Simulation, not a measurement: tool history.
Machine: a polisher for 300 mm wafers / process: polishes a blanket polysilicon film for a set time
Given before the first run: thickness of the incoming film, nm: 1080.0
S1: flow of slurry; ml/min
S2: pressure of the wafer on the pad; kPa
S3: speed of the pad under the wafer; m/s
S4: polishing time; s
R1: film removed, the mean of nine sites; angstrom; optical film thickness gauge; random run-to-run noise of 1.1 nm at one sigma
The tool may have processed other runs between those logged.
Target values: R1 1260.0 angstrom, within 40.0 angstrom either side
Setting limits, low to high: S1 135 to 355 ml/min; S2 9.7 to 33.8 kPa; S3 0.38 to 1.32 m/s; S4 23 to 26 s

run  hour   S1    S2    S3  S4      R1
  1   0.0  225  21.4  0.84  26  2025.7
  2   5.4  225  18.6  0.84  26  1802.6
  3  10.0  225  16.5  0.84  26  1660.4
  4  12.5  225  16.5  0.70  26  1373.4
  5  18.5  225  11.7  0.70  26  1079.9
  6  26.6  230  12.4  0.70  26  1138.9
  7  34.7  240  13.1  0.70  26  1186.8
  8  43.2  250  13.1  0.70  26  1182.9

Which single option among these 4 for the next run brings every result within its allowed miss of target? Just one does.
  A  51.7  235  17.2  0.74  23   ?
  B  51.7  280  18.6  0.64  25   ?
  C  51.7  145  13.8  0.90  23   ?
  D  51.7  285   9.7  0.94  23   ?

move      R1
   A  1339.2
   B  1368.6
   C  1269.1
   D  1151.5
A: takes the result that was furthest off past its target
B: takes the result that was furthest off past its target
C: all results in spec
D: misses by more than the last run did
The move that meets every target is C.

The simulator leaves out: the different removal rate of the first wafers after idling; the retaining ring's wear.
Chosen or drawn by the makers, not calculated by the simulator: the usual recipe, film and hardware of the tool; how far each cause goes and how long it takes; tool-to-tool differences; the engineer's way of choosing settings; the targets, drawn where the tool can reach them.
